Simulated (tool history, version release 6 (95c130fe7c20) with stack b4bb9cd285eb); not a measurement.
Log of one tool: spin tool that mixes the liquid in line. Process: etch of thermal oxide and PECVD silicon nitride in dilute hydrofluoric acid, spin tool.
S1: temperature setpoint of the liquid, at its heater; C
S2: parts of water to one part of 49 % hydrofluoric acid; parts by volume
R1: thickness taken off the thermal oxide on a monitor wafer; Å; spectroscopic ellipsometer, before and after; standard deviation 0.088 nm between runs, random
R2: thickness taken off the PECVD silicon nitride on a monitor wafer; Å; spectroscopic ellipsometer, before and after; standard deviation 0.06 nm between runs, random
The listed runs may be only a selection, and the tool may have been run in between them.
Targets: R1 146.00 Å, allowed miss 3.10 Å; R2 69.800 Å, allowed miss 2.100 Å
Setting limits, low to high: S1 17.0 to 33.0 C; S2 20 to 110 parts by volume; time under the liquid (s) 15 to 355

Run 1, day 0.000: S1 25.0 C, S2 60 parts by volume, time under the liquid (s) 180. Result: R1 142.97 Å, R2 85.109 Å.
Run 2, day 0.329: S1 28.5 C, S2 60 parts by volume, time under the liquid (s) 180. Result: R1 163.85 Å, R2 104.700 Å.
Run 3, day 0.646: S1 28.5 C, S2 50 parts by volume, time under the liquid (s) 180. Result: R1 199.98 Å, R2 125.350 Å.
Run 4, day 0.812: S1 28.5 C, S2 70 parts by volume, time under the liquid (s) 180. Result: R1 138.35 Å, R2 90.563 Å.
Run 5, day 1.112: S1 26.5 C, S2 65 parts by volume, time under the liquid (s) 175. Result: R1 134.33 Å, R2 83.207 Å.
Run 6, day 1.438: S1 25.0 C, S2 60 parts by volume, time under the liquid (s) 170. Result: R1 134.62 Å, R2 79.982 Å.
Run 7, day 1.517: S1 24.0 C, S2 55 parts by volume, time under the liquid (s) 165. Result: R1 137.54 Å, R2 77.603 Å.
Run 8, day 1.538: S1 23.0 C, S2 50 parts by volume, time under the liquid (s) 160. Result: R1 142.45 Å, R2 78.945 Å.
Run 9, day 1.638: S1 22.0 C, S2 45 parts by volume, time under the liquid (s) 160. Result: R1 152.83 Å, R2 81.000 Å.
Run 10, day 1.746: S1 21.5 C, S2 45 parts by volume, time under the liquid (s) 160. Result: R1 149.23 Å, R2 77.039 Å.
Run 11, day 1.979: S1 19.0 C, S2 40 parts by volume, time under the liquid (s) 160. Result: R1 152.86 Å, R2 73.151 Å.

Exactly one of the 5 candidate moves below puts every result within its allowed miss. Which one?
Run A, day 2.212: S1 18.0 C, S2 35 parts by volume, time under the liquid (s) 150. Result: R1 ?, R2 ?.
Run B, day 2.212: S1 23.5 C, S2 45 parts by volume, time under the liquid (s) 145. Result: R1 ?, R2 ?.
Run C, day 2.212: S1 22.0 C, S2 50 parts by volume, time under the liquid (s) 170. Result: R1 ?, R2 ?.
Run D, day 2.212: S1 24.5 C, S2 45 parts by volume, time under the liquid (s) 130. Result: R1 ?, R2 ?.
Run E, day 2.212: S1 19.5 C, S2 35 parts by volume, time under the liquid (s) 130. Result: R1 ?, R2 ?.

move      R1      R2
   A  157.12  72.127
   B  147.44  80.042
   C  145.21  76.445
   D  137.76  76.781
   E  145.32  69.491
A: its largest miss is bigger than the last run's
B: gets the furthest-off result to its target, but another result is out of tolerance
C: gets the furthest-off result to its target, but another result is out of tolerance
D: the result that was furthest off in the last run now lies on the other side of its target
E: every result within its allowed miss
The move that meets every target is E.
